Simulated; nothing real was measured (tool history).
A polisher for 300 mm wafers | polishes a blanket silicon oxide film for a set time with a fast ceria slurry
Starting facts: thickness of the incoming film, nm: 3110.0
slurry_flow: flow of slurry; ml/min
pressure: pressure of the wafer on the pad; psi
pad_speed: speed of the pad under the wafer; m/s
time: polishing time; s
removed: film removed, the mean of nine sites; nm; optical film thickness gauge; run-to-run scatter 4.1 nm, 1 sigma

{"run": 1, "hour": 0.0, "slurry_flow": 210, "pressure": 1.7, "pad_speed": 0.88, "time": 94, "removed": 672.42}
{"run": 2, "hour": 2.6, "slurry_flow": 210, "pressure": 1.3, "pad_speed": 0.88, "time": 94, "removed": 519.52}
{"run": 3, "hour": 9.4, "slurry_flow": 210, "pressure": 1.3, "pad_speed": 0.88, "time": 94, "removed": 522.95}
{"run": 4, "hour": 17.0, "slurry_flow": 210, "pressure": 1.7, "pad_speed": 0.88, "time": 94, "removed": 675.0}
{"run": 5, "hour": 19.8, "slurry_flow": 205, "pressure": 1.6, "pad_speed": 0.88, "time": 94, "removed": 632.01}
{"run": 6, "hour": 22.6, "slurry_flow": 205, "pressure": 1.5, "pad_speed": 0.88, "time": 94, "removed": 606.9}

Run 7 comes next. What will it give?
{"run": 7, "hour": 28.4, "slurry_flow": 215, "pressure": 1.5, "pad_speed": 0.88, "time": 94, "removed": "?"}

removed: 605.07 nm

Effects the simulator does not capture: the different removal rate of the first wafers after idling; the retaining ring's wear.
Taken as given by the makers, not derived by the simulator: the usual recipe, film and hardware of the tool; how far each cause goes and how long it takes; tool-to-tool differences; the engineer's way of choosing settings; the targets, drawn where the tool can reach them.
